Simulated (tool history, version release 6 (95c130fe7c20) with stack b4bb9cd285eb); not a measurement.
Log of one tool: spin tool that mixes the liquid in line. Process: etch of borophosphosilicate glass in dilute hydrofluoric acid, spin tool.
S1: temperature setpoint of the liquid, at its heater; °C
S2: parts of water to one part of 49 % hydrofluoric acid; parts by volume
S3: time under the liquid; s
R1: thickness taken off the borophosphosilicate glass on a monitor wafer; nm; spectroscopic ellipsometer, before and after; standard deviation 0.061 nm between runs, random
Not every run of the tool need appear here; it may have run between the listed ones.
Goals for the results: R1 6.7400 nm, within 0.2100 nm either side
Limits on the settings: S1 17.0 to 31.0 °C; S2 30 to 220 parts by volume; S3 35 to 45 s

run 1 hour=0.0 | S1=23.0 S2=125 S3=45 | R1=8.4837
run 2 hour=8.2 | S1=22.0 S2=125 S3=45 | R1=8.2180
run 3 hour=11.4 | S1=22.0 S2=105 S3=45 | R1=10.0160
run 4 hour=17.9 | S1=21.0 S2=110 S3=45 | R1=9.1053
run 5 hour=19.3 | S1=20.0 S2=110 S3=45 | R1=8.5824
run 6 hour=24.3 | S1=20.0 S2=75 S3=45 | R1=13.2850
run 7 hour=32.0 | S1=19.5 S2=85 S3=45 | R1=11.2680
run 8 hour=33.9 | S1=19.0 S2=90 S3=45 | R1=10.4380
run 9 hour=35.1 | S1=17.0 S2=135 S3=45 | R1=6.1154
run 10 hour=37.7 | S1=17.5 S2=135 S3=45 | R1=6.1662
run 11 hour=43.6 | S1=18.0 S2=135 S3=45 | R1=6.3961

Of the 5 settings listed for the next run, only one would bring every result within its allowed miss of target. Which one?
run A hour=49.5 | S1=17.0 S2=115 S3=45 | R1=?
run B hour=49.5 | S1=17.0 S2=105 S3=35 | R1=?
run C hour=49.5 | S1=21.5 S2=110 S3=35 | R1=?
run D hour=49.5 | S1=18.0 S2=115 S3=40 | R1=?
run E hour=49.5 | S1=17.0 S2=105 S3=40 | R1=?

move=A R1=7.2809
move=B R1=6.2661
move=C R1=7.1593
move=D R1=6.7471
move=E R1=7.1613
A: takes the biggest miss from the last run beyond its target
B: its largest miss is bigger than the last run's
C: takes the biggest miss from the last run beyond its target
D: every result lands within tolerance
E: takes the biggest miss from the last run beyond its target
Move D is the one to make.

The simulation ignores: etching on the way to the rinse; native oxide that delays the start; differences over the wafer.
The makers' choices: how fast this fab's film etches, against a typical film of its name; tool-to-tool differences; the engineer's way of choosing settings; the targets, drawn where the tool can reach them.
